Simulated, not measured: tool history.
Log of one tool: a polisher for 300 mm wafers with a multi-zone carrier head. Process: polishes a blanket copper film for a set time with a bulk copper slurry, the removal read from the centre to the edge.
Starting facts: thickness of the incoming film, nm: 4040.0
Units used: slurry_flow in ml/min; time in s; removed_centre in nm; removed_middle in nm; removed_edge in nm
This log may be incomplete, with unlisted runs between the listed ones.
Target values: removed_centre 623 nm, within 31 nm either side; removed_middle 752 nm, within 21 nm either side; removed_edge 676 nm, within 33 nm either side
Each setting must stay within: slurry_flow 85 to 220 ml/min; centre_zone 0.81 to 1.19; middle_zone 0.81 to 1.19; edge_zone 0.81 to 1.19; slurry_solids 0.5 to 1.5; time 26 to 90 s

run  hour  slurry_flow  centre_zone  middle_zone  edge_zone  slurry_solids  time  removed_centre  removed_middle  removed_edge
  1     0          140            1            1          1              1    58          836.27          862.77        873.38
  2   1.7          135         0.97         1.01       0.96            0.9    57          787.12          832.39        816.77
  3   6.8          155         0.97         1.01       0.96            0.9    57          789.45          860.09        838.99
  4   8.2          125         0.97         1.01       0.96            0.9    57          773.43          818.86        817.83
  5  12.9          110         0.97         1.01       0.96            0.9    57          729.74          794.93        786.11
  6  19.2          110         0.97         1.01        0.9            0.9    57          737.56          796.41        750.31
  7    23           90         0.87         1.02       0.83           0.75    56          594.85          718.79        682.82
  8  24.1           95         0.88         1.03       0.83           0.75    56          594.34          732.77        673.52

Consider the 4 candidate settings below. Which is the only one whose results all fall within their allowed miss of target?
  A  25.2           85         0.87         0.99       0.85            0.9    56               ?               ?             ?
  B  25.2          160         0.87         1.04       0.86            0.9    49               ?               ?             ?
  C  25.2           85         0.89         0.97       0.81            0.7    59               ?               ?             ?
  D  25.2           95         0.83            1       0.91            0.9    54               ?               ?             ?

move  removed_centre  removed_middle  removed_edge
   A          588.18          700.96        692.52
   B          633.15          763.48         688.5
   C          602.34           692.1        680.52
   D          571.36           710.8        707.99
A: misses by more than the last run did
B: all results land within tolerance of their targets
C: gets the furthest-off result to its target, but another result is out of tolerance
D: misses by more than the last run did
Go with B: it meets all targets.
